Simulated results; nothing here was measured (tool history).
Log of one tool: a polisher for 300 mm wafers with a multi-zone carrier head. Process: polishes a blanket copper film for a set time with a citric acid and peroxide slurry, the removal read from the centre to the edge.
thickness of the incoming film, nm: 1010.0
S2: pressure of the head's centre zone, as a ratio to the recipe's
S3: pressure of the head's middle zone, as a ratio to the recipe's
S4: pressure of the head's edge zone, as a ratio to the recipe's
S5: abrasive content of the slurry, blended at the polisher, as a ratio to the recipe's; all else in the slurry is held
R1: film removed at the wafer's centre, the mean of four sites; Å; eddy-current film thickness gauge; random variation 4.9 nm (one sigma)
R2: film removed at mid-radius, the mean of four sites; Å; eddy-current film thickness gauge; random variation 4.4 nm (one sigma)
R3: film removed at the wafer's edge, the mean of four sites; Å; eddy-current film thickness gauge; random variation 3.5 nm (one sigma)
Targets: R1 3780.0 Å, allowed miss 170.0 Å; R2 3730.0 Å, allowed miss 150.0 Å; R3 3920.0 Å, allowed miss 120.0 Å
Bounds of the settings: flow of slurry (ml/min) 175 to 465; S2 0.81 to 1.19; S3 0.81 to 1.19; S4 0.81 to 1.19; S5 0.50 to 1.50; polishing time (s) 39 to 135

{"run": 1, "hour": 0.0, "flow of slurry (ml/min)": 295, "S2": 1.0, "S3": 1.0, "S4": 1.0, "S5": 1.0, "polishing time (s)": 87, "R1": 2784.5, "R2": 2953.3, "R3": 2985.1}
{"run": 2, "hour": 4.0, "flow of slurry (ml/min)": 295, "S2": 1.0, "S3": 1.0, "S4": 1.0, "S5": 1.2, "polishing time (s)": 87, "R1": 2895.6, "R2": 3047.5, "R3": 3078.4}
{"run": 3, "hour": 7.6, "flow of slurry (ml/min)": 295, "S2": 1.0, "S3": 1.0, "S4": 1.0, "S5": 1.05, "polishing time (s)": 87, "R1": 2798.3, "R2": 2979.4, "R3": 3069.2}
{"run": 4, "hour": 10.2, "flow of slurry (ml/min)": 300, "S2": 1.02, "S3": 1.01, "S4": 1.03, "S5": 1.15, "polishing time (s)": 90, "R1": 3003.9, "R2": 3169.5, "R3": 3157.6}
{"run": 5, "hour": 16.0, "flow of slurry (ml/min)": 300, "S2": 1.02, "S3": 1.09, "S4": 1.03, "S5": 1.15, "polishing time (s)": 90, "R1": 3025.2, "R2": 3448.9, "R3": 3176.6}
{"run": 6, "hour": 23.0, "flow of slurry (ml/min)": 300, "S2": 1.02, "S3": 1.09, "S4": 1.03, "S5": 1.0, "polishing time (s)": 90, "R1": 3001.2, "R2": 3348.6, "R3": 3129.6}
{"run": 7, "hour": 25.3, "flow of slurry (ml/min)": 300, "S2": 1.03, "S3": 1.06, "S4": 1.05, "S5": 1.05, "polishing time (s)": 94, "R1": 3203.4, "R2": 3369.2, "R3": 3298.5}
{"run": 8, "hour": 27.2, "flow of slurry (ml/min)": 300, "S2": 1.03, "S3": 1.05, "S4": 1.07, "S5": 1.1, "polishing time (s)": 97, "R1": 3251.9, "R2": 3526.3, "R3": 3506.5}
{"run": 9, "hour": 35.6, "flow of slurry (ml/min)": 300, "S2": 1.05, "S3": 1.04, "S4": 1.09, "S5": 1.15, "polishing time (s)": 98, "R1": 3412.5, "R2": 3542.1, "R3": 3541.0}
{"hour": 44.6, "done": "centre zone pressure recalibrated"}
{"run": 10, "hour": 44.6, "flow of slurry (ml/min)": 300, "S2": 1.06, "S3": 1.03, "S4": 1.1, "S5": 1.2, "polishing time (s)": 99, "R1": 3725.5, "R2": 3553.0, "R3": 3669.5}

4 next moves are on the table. One of them brings every result within its allowed miss. Which?
{"run": "A", "hour": 53.6, "flow of slurry (ml/min)": 275, "S2": 1.0, "S3": 1.06, "S4": 1.06, "S5": 1.25, "polishing time (s)": 108, "R1": "?", "R2": "?", "R3": "?"}
{"run": "B", "hour": 53.6, "flow of slurry (ml/min)": 365, "S2": 0.91, "S3": 1.15, "S4": 1.08, "S5": 1.25, "polishing time (s)": 100, "R1": "?", "R2": "?", "R3": "?"}
{"run": "C", "hour": 53.6, "flow of slurry (ml/min)": 440, "S2": 0.98, "S3": 1.11, "S4": 1.06, "S5": 1.2, "polishing time (s)": 106, "R1": "?", "R2": "?", "R3": "?"}
{"run": "D", "hour": 53.6, "flow of slurry (ml/min)": 335, "S2": 1.01, "S3": 1.02, "S4": 1.14, "S5": 1.0, "polishing time (s)": 108, "R1": "?", "R2": "?", "R3": "?"}

move=A R1=3851.2 R2=3986.8 R3=3982.3
move=B R1=3347.7 R2=4073.7 R3=3787.0
move=C R1=3848.5 R2=4209.3 R3=3999.1
move=D R1=3790.9 R2=3752.4 R3=3954.3
A: brings the result that was furthest off to its target, and leaves another outside
B: further off than the last run
C: brings the result that was furthest off to its target, and leaves another outside
D: meets every target
The right move is D.

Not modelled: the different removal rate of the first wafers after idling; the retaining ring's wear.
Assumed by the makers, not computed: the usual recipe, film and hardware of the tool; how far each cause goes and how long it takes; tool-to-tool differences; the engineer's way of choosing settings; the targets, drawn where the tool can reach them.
